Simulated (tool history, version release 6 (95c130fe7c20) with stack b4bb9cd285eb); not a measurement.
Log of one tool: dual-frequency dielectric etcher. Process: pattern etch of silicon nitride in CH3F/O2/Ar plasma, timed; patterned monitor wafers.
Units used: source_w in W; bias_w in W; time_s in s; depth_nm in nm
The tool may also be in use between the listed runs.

| run | hour | source_w | bias_w | time_s | depth_nm |
|---|---|---|---|---|---|
| 1 | 0 | 550 | 75 | 95 | 69.246 |
| 2 | 2.3 | 510 | 71 | 95 | 66.01 |
| 3 | 10.6 | 510 | 71 | 95 | 66.468 |
| 4 | 13.1 | 510 | 77 | 95 | 68.261 |
|  | 15.7 | source power generator calibrated |
| 5 | 15.7 | 440 | 77 | 95 | 62.953 |
| 6 | 23.7 | 440 | 86 | 95 | 66.174 |
| 7 | 26.9 | 440 | 86 | 95 | 65.587 |
| 8 | 28 | 420 | 82 | 95 | 63.682 |
| 9 | 29.5 | 410 | 78 | 95 | 61.512 |

The next listed run, before its measurement:
| 10 | 30.1 | 400 | 76 | 95 | ? |

{"run 10": {"depth_nm": 60.268}}
